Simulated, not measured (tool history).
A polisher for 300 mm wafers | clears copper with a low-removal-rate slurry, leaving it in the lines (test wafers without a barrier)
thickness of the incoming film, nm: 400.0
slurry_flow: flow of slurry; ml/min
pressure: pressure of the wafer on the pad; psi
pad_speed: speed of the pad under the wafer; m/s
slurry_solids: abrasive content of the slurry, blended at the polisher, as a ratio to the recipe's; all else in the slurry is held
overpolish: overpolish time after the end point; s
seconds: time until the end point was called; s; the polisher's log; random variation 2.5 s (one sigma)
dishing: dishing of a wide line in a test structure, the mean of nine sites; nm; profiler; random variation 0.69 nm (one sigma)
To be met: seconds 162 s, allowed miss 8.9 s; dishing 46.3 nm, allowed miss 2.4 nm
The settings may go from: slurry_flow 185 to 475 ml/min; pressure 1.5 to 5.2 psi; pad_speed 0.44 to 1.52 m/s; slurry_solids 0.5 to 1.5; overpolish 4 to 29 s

run	hour	slurry_flow	pressure	pad_speed	slurry_solids	overpolish	seconds	dishing
1	0	305	3.3	0.98	1	15	132.45	35.795
2	5.3	305	3.3	1.12	1	15	115.78	39.898
3	10.6	305	3.2	1.12	1	16	119.68	41.176
4	17.7	305	3.1	1.12	1	17	120.07	41.901
5	21.8	375	3.1	1.12	1	17	119.75	42.375
6	29	375	3	1.12	1	18	127.25	43.351
7	36.7	375	2.9	1.12	1	19	124.72	44.404
8	40	375	2.8	1.1	1	20	131.98	43.637
9	42.5	370	2.1	1.08	1	26	179.7	40.547

5 next moves are on the table. One of them brings every result within its allowed miss. Which?
A	45	475	2.2	0.96	0.9	28	?	?
B	45	415	1.8	1.08	0.8	28	?	?
C	45	385	1.6	1.5	1.1	22	?	?
D	45	440	2.1	1.22	0.95	27	?	?
E	45	315	2.3	1.08	0.85	22	?	?

move	seconds	dishing
A	189.5	41.733
B	209.21	37.86
C	163.89	37.482
D	156.6	46.717
E	168.02	38.064
A: further off than the last run
B: further off than the last run
C: further off than the last run
D: meets every target
E: further off than the last run
The right move is D.
